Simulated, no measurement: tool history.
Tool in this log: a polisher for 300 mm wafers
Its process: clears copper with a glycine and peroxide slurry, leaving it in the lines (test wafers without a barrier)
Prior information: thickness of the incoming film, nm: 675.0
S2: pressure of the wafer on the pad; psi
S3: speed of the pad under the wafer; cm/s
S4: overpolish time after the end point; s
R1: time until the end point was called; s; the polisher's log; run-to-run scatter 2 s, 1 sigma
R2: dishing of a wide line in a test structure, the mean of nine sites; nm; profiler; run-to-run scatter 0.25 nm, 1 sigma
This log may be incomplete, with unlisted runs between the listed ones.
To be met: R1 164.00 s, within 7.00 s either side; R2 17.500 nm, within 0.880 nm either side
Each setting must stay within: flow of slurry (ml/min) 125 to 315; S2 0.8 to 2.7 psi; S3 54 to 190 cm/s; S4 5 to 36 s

run 1 hour=0.0 | flow_of_slurry_(ml/min)=205 S2=1.7 S3=122 S4=18 | R1=168.76 R2=37.453
run 2 hour=6.1 | flow_of_slurry_(ml/min)=205 S2=1.7 S3=136 S4=18 | R1=158.54 R2=41.114
run 3 hour=13.3 | flow_of_slurry_(ml/min)=210 S2=1.9 S3=110 S4=14 | R1=171.64 R2=32.577
run 4 hour=21.7 | flow_of_slurry_(ml/min)=255 S2=1.9 S3=110 S4=14 | R1=169.45 R2=33.005
run 5 hour=26.6 | flow_of_slurry_(ml/min)=215 S2=2.1 S3=92 S4=11 | R1=184.30 R2=26.187
run 6 hour=29.1 | flow_of_slurry_(ml/min)=255 S2=2.1 S3=92 S4=11 | R1=187.02 R2=26.551
run 7 hour=31.3 | flow_of_slurry_(ml/min)=215 S2=2.3 S3=86 S4=9 | R1=182.38 R2=22.888
run 8 hour=35.0 | flow_of_slurry_(ml/min)=185 S2=2.4 S3=86 S4=8 | R1=183.06 R2=21.148
run 9 hour=43.6 | flow_of_slurry_(ml/min)=130 S2=2.7 S3=94 S4=5 | R1=164.22 R2=14.918
run 10 hour=50.0 | flow_of_slurry_(ml/min)=140 S2=2.7 S3=94 S4=5 | R1=162.07 R2=15.418
run 11 hour=54.5 | flow_of_slurry_(ml/min)=150 S2=2.7 S3=94 S4=5 | R1=158.34 R2=15.864
run 12 hour=60.2 | flow_of_slurry_(ml/min)=155 S2=2.7 S3=94 S4=5 | R1=160.50 R2=15.507
run 13 hour=68.5 | flow_of_slurry_(ml/min)=165 S2=2.7 S3=94 S4=5 | R1=158.97 R2=15.998
run 14 hour=76.8 | flow_of_slurry_(ml/min)=170 S2=2.7 S3=94 S4=5 | R1=159.42 R2=15.516
run 15 hour=79.5 | flow_of_slurry_(ml/min)=170 S2=2.6 S3=96 S4=5 | R1=160.67 R2=15.558
run 16 hour=85.3 | flow_of_slurry_(ml/min)=170 S2=2.6 S3=96 S4=5 | R1=157.47 R2=15.582
run 17 hour=87.2 | flow_of_slurry_(ml/min)=175 S2=2.6 S3=96 S4=5 | R1=157.23 R2=15.346

Exercise: of the 4 proposed moves below, exactly one satisfies all targets within the stated allowed misses. Which move is it?
run A hour=89.1 | flow_of_slurry_(ml/min)=165 S2=2.7 S3=90 S4=7 | R1=? R2=?
run B hour=89.1 | flow_of_slurry_(ml/min)=165 S2=2.5 S3=96 S4=7 | R1=? R2=?
run C hour=89.1 | flow_of_slurry_(ml/min)=180 S2=2.6 S3=82 S4=5 | R1=? R2=?
run D hour=89.1 | flow_of_slurry_(ml/min)=165 S2=2.6 S3=92 S4=6 | R1=? R2=?

move=A R1=166.49 R2=20.344
move=B R1=166.60 R2=20.299
move=C R1=182.02 R2=14.167
move=D R1=167.83 R2=17.754
A: takes the biggest miss from the last run beyond its target
B: takes the biggest miss from the last run beyond its target
C: its largest miss is bigger than the last run's
D: hits every target within its allowed miss
D is the move that brings every result within its allowed miss.
